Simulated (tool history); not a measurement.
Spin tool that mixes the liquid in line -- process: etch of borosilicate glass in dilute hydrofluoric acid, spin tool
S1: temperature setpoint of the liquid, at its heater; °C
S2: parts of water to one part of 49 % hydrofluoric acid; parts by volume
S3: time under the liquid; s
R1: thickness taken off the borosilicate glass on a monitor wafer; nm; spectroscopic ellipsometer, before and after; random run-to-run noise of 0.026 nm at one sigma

run 1 hour=0 | S1=21 S2=125 S3=115 | R1=14.755
run 2 hour=1.5 | S1=21 S2=125 S3=115 | R1=14.713
run 3 hour=7.7 | S1=22 S2=125 S3=115 | R1=15.303
run 4 hour=12.4 | S1=22 S2=110 S3=115 | R1=17.702
run 5 hour=19 | S1=20 S2=110 S3=115 | R1=16.333
run 6 hour=20.5 | S1=19.5 S2=115 S3=115 | R1=15.217
run 7 hour=26.2 | S1=19 S2=120 S3=115 | R1=14.252

Run 8 has not been measured yet. What should we expect?
run 8 hour=28.4 | S1=19 S2=125 S3=115 | R1=?

R1: 13.642 nm
